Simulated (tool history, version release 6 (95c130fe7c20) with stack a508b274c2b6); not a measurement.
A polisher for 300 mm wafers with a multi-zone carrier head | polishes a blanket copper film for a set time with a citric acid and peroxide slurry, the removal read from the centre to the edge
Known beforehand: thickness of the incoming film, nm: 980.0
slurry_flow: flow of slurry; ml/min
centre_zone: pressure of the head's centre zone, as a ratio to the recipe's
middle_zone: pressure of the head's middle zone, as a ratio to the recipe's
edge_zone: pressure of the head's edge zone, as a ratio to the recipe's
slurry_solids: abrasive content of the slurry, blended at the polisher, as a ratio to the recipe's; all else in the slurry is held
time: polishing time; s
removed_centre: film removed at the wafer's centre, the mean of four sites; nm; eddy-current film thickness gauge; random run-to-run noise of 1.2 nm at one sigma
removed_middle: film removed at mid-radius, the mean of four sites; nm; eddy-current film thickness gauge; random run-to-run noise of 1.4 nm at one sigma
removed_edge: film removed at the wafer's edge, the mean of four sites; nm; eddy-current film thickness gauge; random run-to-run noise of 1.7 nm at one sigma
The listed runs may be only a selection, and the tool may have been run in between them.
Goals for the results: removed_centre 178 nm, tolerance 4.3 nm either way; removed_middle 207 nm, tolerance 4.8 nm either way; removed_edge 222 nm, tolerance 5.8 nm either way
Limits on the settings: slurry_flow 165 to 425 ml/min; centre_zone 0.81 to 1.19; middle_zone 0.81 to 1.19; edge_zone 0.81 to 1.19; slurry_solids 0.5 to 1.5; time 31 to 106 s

{"run": 1, "day": 0.0, "slurry_flow": 275, "centre_zone": 1, "middle_zone": 1, "edge_zone": 1, "slurry_solids": 1, "time": 68, "removed_centre": 256.91, "removed_middle": 251.42, "removed_edge": 246.61}
{"run": 2, "day": 0.342, "slurry_flow": 265, "centre_zone": 0.98, "middle_zone": 1, "edge_zone": 1.01, "slurry_solids": 0.95, "time": 68, "removed_centre": 244.92, "removed_middle": 242.83, "removed_edge": 247.87}
{"run": 3, "day": 0.542, "slurry_flow": 260, "centre_zone": 0.96, "middle_zone": 1, "edge_zone": 1, "slurry_solids": 0.9, "time": 68, "removed_centre": 235.3, "removed_middle": 246.27, "removed_edge": 247.36}
{"run": 4, "day": 0.579, "slurry_flow": 260, "centre_zone": 0.95, "middle_zone": 0.99, "edge_zone": 0.99, "slurry_solids": 0.85, "time": 68, "removed_centre": 233.11, "removed_middle": 239, "removed_edge": 239.68}
{"run": 5, "day": 0.683, "slurry_flow": 210, "centre_zone": 0.95, "middle_zone": 0.99, "edge_zone": 0.99, "slurry_solids": 0.85, "time": 68, "removed_centre": 223.14, "removed_middle": 232.42, "removed_edge": 231.47}
{"run": 6, "day": 0.954, "slurry_flow": 205, "centre_zone": 0.94, "middle_zone": 0.98, "edge_zone": 0.99, "slurry_solids": 0.85, "time": 68, "removed_centre": 222.43, "removed_middle": 229.05, "removed_edge": 232.34}
{"run": 7, "day": 1.258, "slurry_flow": 200, "centre_zone": 0.93, "middle_zone": 0.98, "edge_zone": 0.99, "slurry_solids": 0.8, "time": 68, "removed_centre": 214.44, "removed_middle": 225.23, "removed_edge": 232.29}
{"run": 8, "day": 1.375, "slurry_flow": 195, "centre_zone": 0.92, "middle_zone": 0.98, "edge_zone": 0.99, "slurry_solids": 0.8, "time": 68, "removed_centre": 213.57, "removed_middle": 223.53, "removed_edge": 232.99}
{"run": 9, "day": 1.683, "slurry_flow": 195, "centre_zone": 0.91, "middle_zone": 0.98, "edge_zone": 0.99, "slurry_solids": 0.8, "time": 68, "removed_centre": 210.6, "removed_middle": 224.08, "removed_edge": 229.63}
{"run": 10, "day": 2.012, "slurry_flow": 195, "centre_zone": 0.91, "middle_zone": 0.98, "edge_zone": 0.99, "slurry_solids": 0.8, "time": 68, "removed_centre": 208.42, "removed_middle": 226.84, "removed_edge": 228.73}
{"run": 11, "day": 2.342, "slurry_flow": 195, "centre_zone": 0.9, "middle_zone": 0.97, "edge_zone": 0.99, "slurry_solids": 0.8, "time": 68, "removed_centre": 206.95, "removed_middle": 223.9, "removed_edge": 231.82}
{"run": 12, "day": 2.692, "slurry_flow": 195, "centre_zone": 0.89, "middle_zone": 0.97, "edge_zone": 0.99, "slurry_solids": 0.8, "time": 68, "removed_centre": 204.25, "removed_middle": 222.4, "removed_edge": 228.2}
{"run": 13, "day": 3.046, "slurry_flow": 195, "centre_zone": 0.88, "middle_zone": 0.97, "edge_zone": 0.99, "slurry_solids": 0.8, "time": 68, "removed_centre": 201.82, "removed_middle": 224.66, "removed_edge": 228.21}
{"run": 14, "day": 3.4, "slurry_flow": 195, "centre_zone": 0.87, "middle_zone": 0.96, "edge_zone": 0.99, "slurry_solids": 0.8, "time": 68, "removed_centre": 198.41, "removed_middle": 221.36, "removed_edge": 231.31}
{"run": 15, "day": 3.662, "slurry_flow": 195, "centre_zone": 0.86, "middle_zone": 0.96, "edge_zone": 0.99, "slurry_solids": 0.8, "time": 68, "removed_centre": 200.06, "removed_middle": 220.67, "removed_edge": 229.22}
{"run": 16, "day": 3.717, "slurry_flow": 165, "centre_zone": 0.81, "middle_zone": 0.97, "edge_zone": 1.09, "slurry_solids": 0.55, "time": 67, "removed_centre": 163.58, "removed_middle": 200.04, "removed_edge": 218.06}
{"run": 17, "day": 3.746, "slurry_flow": 170, "centre_zone": 0.81, "middle_zone": 0.97, "edge_zone": 1.09, "slurry_solids": 0.55, "time": 67, "removed_centre": 165.43, "removed_middle": 202.51, "removed_edge": 219.67}
{"run": 18, "day": 4.05, "slurry_flow": 175, "centre_zone": 0.81, "middle_zone": 0.97, "edge_zone": 1.09, "slurry_solids": 0.55, "time": 67, "removed_centre": 167.17, "removed_middle": 199.5, "removed_edge": 218.65}
{"run": 19, "day": 4.342, "slurry_flow": 240, "centre_zone": 0.85, "middle_zone": 1, "edge_zone": 1.09, "slurry_solids": 0.55, "time": 67, "removed_centre": 187.1, "removed_middle": 217.78, "removed_edge": 229.46}
{"run": 20, "day": 4.433, "slurry_flow": 235, "centre_zone": 0.85, "middle_zone": 1, "edge_zone": 1.09, "slurry_solids": 0.55, "time": 67, "removed_centre": 183.52, "removed_middle": 215.9, "removed_edge": 228.31}

Next run, 5 choices. One meets every target within its allowed miss, the rest don't. Which?
{"run": "A", "day": 4.525, "slurry_flow": 225, "centre_zone": 0.89, "middle_zone": 1.07, "edge_zone": 1.14, "slurry_solids": 0.55, "time": 65, "removed_centre": "?", "removed_middle": "?", "removed_edge": "?"}
{"run": "B", "day": 4.525, "slurry_flow": 175, "centre_zone": 0.86, "middle_zone": 1.01, "edge_zone": 1.12, "slurry_solids": 0.6, "time": 66, "removed_centre": "?", "removed_middle": "?", "removed_edge": "?"}
{"run": "C", "day": 4.525, "slurry_flow": 260, "centre_zone": 0.88, "middle_zone": 0.93, "edge_zone": 1.03, "slurry_solids": 0.5, "time": 67, "removed_centre": "?", "removed_middle": "?", "removed_edge": "?"}
{"run": "D", "day": 4.525, "slurry_flow": 165, "centre_zone": 0.85, "middle_zone": 0.93, "edge_zone": 1.17, "slurry_solids": 0.5, "time": 73, "removed_centre": "?", "removed_middle": "?", "removed_edge": "?"}
{"run": "E", "day": 4.525, "slurry_flow": 225, "centre_zone": 0.82, "middle_zone": 1.02, "edge_zone": 1.16, "slurry_solids": 0.5, "time": 65, "removed_centre": "?", "removed_middle": "?", "removed_edge": "?"}

move=A removed_centre=187.17 removed_middle=221.42 removed_edge=226.79
move=B removed_centre=177.46 removed_middle=208.13 removed_edge=224.57
move=C removed_centre=191.62 removed_middle=203.5 removed_edge=222.23
move=D removed_centre=185.31 removed_middle=205.62 removed_edge=244.31
move=E removed_centre=169.5 removed_middle=209.27 removed_edge=225.32
A: misses by more than the last run did
B: meets every target
C: gets the furthest-off result to its target, but another result is out of tolerance
D: gets the furthest-off result to its target, but another result is out of tolerance
E: gets the furthest-off result to its target, but another result is out of tolerance
B is the move that brings every result within its allowed miss.

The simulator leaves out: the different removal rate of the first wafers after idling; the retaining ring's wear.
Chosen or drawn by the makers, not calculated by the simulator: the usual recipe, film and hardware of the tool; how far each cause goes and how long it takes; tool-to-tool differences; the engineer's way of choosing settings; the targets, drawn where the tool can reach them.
